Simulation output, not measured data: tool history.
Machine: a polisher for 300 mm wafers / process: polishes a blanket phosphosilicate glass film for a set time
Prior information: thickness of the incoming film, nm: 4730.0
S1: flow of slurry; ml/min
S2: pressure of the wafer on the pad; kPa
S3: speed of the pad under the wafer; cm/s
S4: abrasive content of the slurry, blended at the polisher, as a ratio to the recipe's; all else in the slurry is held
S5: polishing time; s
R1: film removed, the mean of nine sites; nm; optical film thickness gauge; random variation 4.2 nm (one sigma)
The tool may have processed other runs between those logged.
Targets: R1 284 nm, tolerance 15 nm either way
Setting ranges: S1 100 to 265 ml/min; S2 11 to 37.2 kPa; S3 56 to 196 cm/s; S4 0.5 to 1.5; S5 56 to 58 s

run,hour,S1,S2,S3,S4,S5,R1
1,0,170,24.1,126,1,56,530.78
2,4.5,170,24.1,126,1,58,561.71
3,12.9,145,24.1,126,1,58,537.62
4,15,145,22.1,124,1,58,496.41
5,16.8,145,24.8,124,1,58,551.44
6,20.4,145,22.8,120,1,58,508.02
7,27.2,145,20.7,114,1,58,441.13
8,31.5,145,19.3,112,1,58,398.92
9,40.4,145,17.9,112,1,58,394.85
10,44.2,145,16.5,110,1,58,361.12
11,51.2,145,15.9,110,1,58,359.58
12,58.4,145,15.2,108,1,58,327.95

Which single option among these 4 for the next run brings every result within its allowed miss of target? Just one does.
A,65.6,135,15.9,134,1,56,?
B,65.6,165,20,84,1,56,?
C,65.6,195,17.9,110,0.6,56,?
D,65.6,140,15.9,102,1.15,56,?

move,R1
A,381.69
B,340.31
C,283.16
D,337.24
A: misses by more than the last run did
B: misses by more than the last run did
C: every result lands within tolerance
D: misses by more than the last run did
The move that meets every target is C.

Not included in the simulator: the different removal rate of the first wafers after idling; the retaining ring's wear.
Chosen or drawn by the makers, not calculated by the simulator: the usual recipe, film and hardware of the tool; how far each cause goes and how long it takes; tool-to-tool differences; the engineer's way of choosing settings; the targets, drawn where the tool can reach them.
